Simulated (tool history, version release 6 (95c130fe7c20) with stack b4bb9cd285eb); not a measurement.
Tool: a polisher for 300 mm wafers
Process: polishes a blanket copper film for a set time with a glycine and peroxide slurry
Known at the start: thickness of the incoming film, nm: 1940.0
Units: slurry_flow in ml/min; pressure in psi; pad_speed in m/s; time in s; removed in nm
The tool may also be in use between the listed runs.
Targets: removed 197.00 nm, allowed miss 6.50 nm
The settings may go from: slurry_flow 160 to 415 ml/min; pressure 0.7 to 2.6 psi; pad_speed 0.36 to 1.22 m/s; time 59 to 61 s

{"run": 1, "hour": 0.0, "slurry_flow": 265, "pressure": 1.6, "pad_speed": 0.78, "time": 59, "removed": 156.3}
{"run": 2, "hour": 1.3, "slurry_flow": 265, "pressure": 1.7, "pad_speed": 0.78, "time": 59, "removed": 157.94}
{"run": 3, "hour": 6.2, "slurry_flow": 265, "pressure": 1.8, "pad_speed": 0.78, "time": 59, "removed": 165.33}
{"run": 4, "hour": 9.4, "slurry_flow": 265, "pressure": 1.8, "pad_speed": 0.64, "time": 59, "removed": 146.96}
{"run": 5, "hour": 15.8, "slurry_flow": 265, "pressure": 1.9, "pad_speed": 0.64, "time": 59, "removed": 150.51}
{"run": 6, "hour": 19.1, "slurry_flow": 265, "pressure": 2.2, "pad_speed": 0.64, "time": 59, "removed": 165.69}
{"run": 7, "hour": 21.2, "slurry_flow": 265, "pressure": 2.3, "pad_speed": 0.64, "time": 59, "removed": 172.5}
{"run": 8, "hour": 26.0, "slurry_flow": 265, "pressure": 2.4, "pad_speed": 0.64, "time": 59, "removed": 178.53}
{"run": 9, "hour": 27.9, "slurry_flow": 270, "pressure": 2.5, "pad_speed": 0.66, "time": 59, "removed": 190.45}
{"run": 10, "hour": 32.5, "slurry_flow": 275, "pressure": 2.5, "pad_speed": 0.66, "time": 59, "removed": 186.86}

Which of these 4 next moves meets every target?
{"run": "A", "hour": 37.1, "slurry_flow": 255, "pressure": 2.3, "pad_speed": 0.54, "time": 61, "removed": "?"}
{"run": "B", "hour": 37.1, "slurry_flow": 295, "pressure": 2.3, "pad_speed": 0.74, "time": 59, "removed": "?"}
{"run": "C", "hour": 37.1, "slurry_flow": 275, "pressure": 2.6, "pad_speed": 0.58, "time": 61, "removed": "?"}
{"run": "D", "hour": 37.1, "slurry_flow": 260, "pressure": 2.5, "pad_speed": 0.62, "time": 59, "removed": "?"}

move=A removed=158.36
move=B removed=196.69
move=C removed=183.91
move=D removed=179.56
A: further off than the last run
B: meets every target
C: further off than the last run
D: further off than the last run
Move B is the one to make.

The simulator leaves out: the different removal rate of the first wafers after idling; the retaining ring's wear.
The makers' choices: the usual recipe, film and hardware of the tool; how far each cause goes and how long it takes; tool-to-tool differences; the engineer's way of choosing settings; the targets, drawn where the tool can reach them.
